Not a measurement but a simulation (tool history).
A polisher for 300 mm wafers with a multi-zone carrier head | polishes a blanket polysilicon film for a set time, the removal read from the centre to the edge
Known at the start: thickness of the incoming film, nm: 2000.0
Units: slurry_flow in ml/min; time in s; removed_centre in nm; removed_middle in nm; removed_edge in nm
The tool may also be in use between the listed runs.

Run 1, hour 0: slurry_flow 120 ml/min, centre_zone 1, middle_zone 1, edge_zone 1, time 52 s. Result: removed_centre 255.24 nm, removed_middle 260.31 nm, removed_edge 261.87 nm.
Run 2, hour 7.6: slurry_flow 115 ml/min, centre_zone 1.01, middle_zone 0.97, edge_zone 0.95, time 45 s. Result: removed_centre 217.4 nm, removed_middle 212.5 nm, removed_edge 221.01 nm.
Run 3, hour 13.3: slurry_flow 115 ml/min, centre_zone 1.01, middle_zone 0.97, edge_zone 0.88, time 45 s. Result: removed_centre 212.59 nm, removed_middle 214.66 nm, removed_edge 217.05 nm.
Run 4, hour 15.1: slurry_flow 115 ml/min, centre_zone 1.01, middle_zone 0.97, edge_zone 0.88, time 34 s. Result: removed_centre 166.41 nm, removed_middle 159.95 nm, removed_edge 162.39 nm.
Run 5, hour 21: slurry_flow 135 ml/min, centre_zone 1.01, middle_zone 0.97, edge_zone 0.88, time 34 s. Result: removed_centre 172.97 nm, removed_middle 170.31 nm, removed_edge 167.33 nm.
At hour 29.8: slurry nozzle cleaned.
Run 6, hour 29.8: slurry_flow 125 ml/min, centre_zone 1.03, middle_zone 0.97, edge_zone 0.86, time 33 s. Result: removed_centre 178.45 nm, removed_middle 169.53 nm, removed_edge 160.62 nm.
Run 7, hour 31.3: slurry_flow 115 ml/min, centre_zone 1.03, middle_zone 0.96, edge_zone 0.85, time 33 s. Result: removed_centre 172.67 nm, removed_middle 164.07 nm, removed_edge 160.87 nm.
Run 8, hour 38.9: slurry_flow 110 ml/min, centre_zone 1.03, middle_zone 0.95, edge_zone 0.84, time 32 s. Result: removed_centre 170.26 nm, removed_middle 160.62 nm, removed_edge 152.05 nm.

The next listed run, before its measurement:
Run 9, hour 44.1: slurry_flow 105 ml/min, centre_zone 1.02, middle_zone 0.93, edge_zone 0.85, time 32 s. Result: removed_centre ?, removed_middle ?, removed_edge ?.

removed_centre: 164.04 nm
removed_middle: 156.27 nm
removed_edge: 153.34 nm

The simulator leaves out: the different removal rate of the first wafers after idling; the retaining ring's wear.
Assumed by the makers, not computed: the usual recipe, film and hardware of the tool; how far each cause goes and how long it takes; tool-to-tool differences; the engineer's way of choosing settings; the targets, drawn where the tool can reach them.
